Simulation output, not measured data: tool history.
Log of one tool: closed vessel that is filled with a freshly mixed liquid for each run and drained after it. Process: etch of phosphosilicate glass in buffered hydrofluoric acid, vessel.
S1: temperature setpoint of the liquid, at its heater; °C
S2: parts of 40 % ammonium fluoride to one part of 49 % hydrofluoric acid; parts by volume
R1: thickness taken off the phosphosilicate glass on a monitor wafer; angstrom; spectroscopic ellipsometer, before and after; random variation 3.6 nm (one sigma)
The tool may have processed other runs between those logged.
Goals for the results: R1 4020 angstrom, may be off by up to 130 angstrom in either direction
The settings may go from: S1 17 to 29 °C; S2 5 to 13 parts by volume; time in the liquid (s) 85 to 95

Run 1, hour 0: S1 21 °C, S2 8 parts by volume, time in the liquid (s) 85. Result: R1 4905.9 angstrom.
Run 2, hour 4.7: S1 21 °C, S2 8 parts by volume, time in the liquid (s) 95. Result: R1 5374 angstrom.
Run 3, hour 13.5: S1 20.5 °C, S2 8 parts by volume, time in the liquid (s) 95. Result: R1 5258.1 angstrom.
Run 4, hour 18.4: S1 20 °C, S2 8 parts by volume, time in the liquid (s) 95. Result: R1 5081 angstrom.
Run 5, hour 20.6: S1 19.5 °C, S2 8 parts by volume, time in the liquid (s) 95. Result: R1 4990.5 angstrom.
Run 6, hour 23.2: S1 19.5 °C, S2 6.5 parts by volume, time in the liquid (s) 95. Result: R1 6133.9 angstrom.
Run 7, hour 28.9: S1 19 °C, S2 6.5 parts by volume, time in the liquid (s) 95. Result: R1 5943.6 angstrom.
Run 8, hour 36.6: S1 18 °C, S2 7.5 parts by volume, time in the liquid (s) 95. Result: R1 4846.2 angstrom.

Below are 5 possible settings for the next run. Only one of them brings all results inside the allowed miss of their targets. Which is it?
Run A, hour 44.3: S1 18.5 °C, S2 8 parts by volume, time in the liquid (s) 90. Result: R1 ?.
Run B, hour 44.3: S1 17.5 °C, S2 8 parts by volume, time in the liquid (s) 95. Result: R1 ?.
Run C, hour 44.3: S1 18 °C, S2 7.5 parts by volume, time in the liquid (s) 85. Result: R1 ?.
Run D, hour 44.3: S1 18 °C, S2 8 parts by volume, time in the liquid (s) 85. Result: R1 ?.
Run E, hour 44.3: S1 20 °C, S2 7.5 parts by volume, time in the liquid (s) 95. Result: R1 ?.

move      R1
   A  4467.6
   B  4455.9
   C  4398.5
   D  4101.7
   E    5502
A: moves toward the targets from the last run without getting all of them in spec
B: moves toward the targets from the last run without getting all of them in spec
C: moves toward the targets from the last run without getting all of them in spec
D: hits every target within its allowed miss
E: moves away from the targets compared with the last run
Answer: D
